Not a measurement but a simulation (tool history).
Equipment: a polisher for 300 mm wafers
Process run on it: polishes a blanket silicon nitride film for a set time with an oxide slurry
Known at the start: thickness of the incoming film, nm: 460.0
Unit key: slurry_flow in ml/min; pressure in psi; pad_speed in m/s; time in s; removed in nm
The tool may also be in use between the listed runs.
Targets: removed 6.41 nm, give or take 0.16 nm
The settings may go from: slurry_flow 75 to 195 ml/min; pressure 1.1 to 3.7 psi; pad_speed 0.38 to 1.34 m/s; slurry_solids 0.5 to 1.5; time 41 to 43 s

{"run": 1, "day": 0.0, "slurry_flow": 125, "pressure": 2.4, "pad_speed": 0.86, "slurry_solids": 1, "time": 41, "removed": 12.568}
{"run": 2, "day": 0.038, "slurry_flow": 120, "pressure": 2.2, "pad_speed": 0.84, "slurry_solids": 1, "time": 41, "removed": 11.094}
{"run": 3, "day": 0.296, "slurry_flow": 120, "pressure": 2.2, "pad_speed": 0.84, "slurry_solids": 1.15, "time": 41, "removed": 11.725}
{"run": 4, "day": 0.371, "slurry_flow": 115, "pressure": 2, "pad_speed": 0.84, "slurry_solids": 1.15, "time": 41, "removed": 10.742}
{"run": 5, "day": 0.625, "slurry_flow": 115, "pressure": 1.5, "pad_speed": 0.84, "slurry_solids": 1.15, "time": 41, "removed": 8.1775}
{"run": 6, "day": 0.758, "slurry_flow": 110, "pressure": 1.4, "pad_speed": 0.84, "slurry_solids": 1.15, "time": 41, "removed": 7.4959}
{"run": 7, "day": 1.104, "slurry_flow": 105, "pressure": 1.4, "pad_speed": 0.84, "slurry_solids": 1.15, "time": 41, "removed": 7.5275}
{"run": 8, "day": 1.342, "slurry_flow": 105, "pressure": 1.4, "pad_speed": 0.84, "slurry_solids": 1.15, "time": 41, "removed": 7.524}
{"run": 9, "day": 1.571, "slurry_flow": 100, "pressure": 1.4, "pad_speed": 0.84, "slurry_solids": 1.15, "time": 41, "removed": 7.4238}
{"run": 10, "day": 1.938, "slurry_flow": 95, "pressure": 1.4, "pad_speed": 0.84, "slurry_solids": 1.15, "time": 41, "removed": 7.3807}
{"run": 11, "day": 1.992, "slurry_flow": 85, "pressure": 1.3, "pad_speed": 0.84, "slurry_solids": 1.15, "time": 41, "removed": 6.6121}

Consider the 5 candidate settings below. Which is the only one whose results all fall within their allowed miss of target?
{"run": "A", "day": 2.046, "slurry_flow": 80, "pressure": 1.3, "pad_speed": 0.76, "slurry_solids": 1.25, "time": 43, "removed": "?"}
{"run": "B", "day": 2.046, "slurry_flow": 85, "pressure": 1.3, "pad_speed": 0.92, "slurry_solids": 0.95, "time": 43, "removed": "?"}
{"run": "C", "day": 2.046, "slurry_flow": 80, "pressure": 1.3, "pad_speed": 0.82, "slurry_solids": 1.1, "time": 41, "removed": "?"}
{"run": "D", "day": 2.046, "slurry_flow": 105, "pressure": 1.6, "pad_speed": 0.44, "slurry_solids": 1.3, "time": 43, "removed": "?"}
{"run": "E", "day": 2.046, "slurry_flow": 75, "pressure": 1.4, "pad_speed": 0.86, "slurry_solids": 1.1, "time": 41, "removed": "?"}

move=A removed=6.644
move=B removed=6.8908
move=C removed=6.3471
move=D removed=6.1185
move=E removed=6.8988
A: further off than the last run
B: further off than the last run
C: each result inside its tolerance
D: takes the biggest miss from the last run beyond its target
E: further off than the last run
So the answer is move C, the one that meets all the targets.
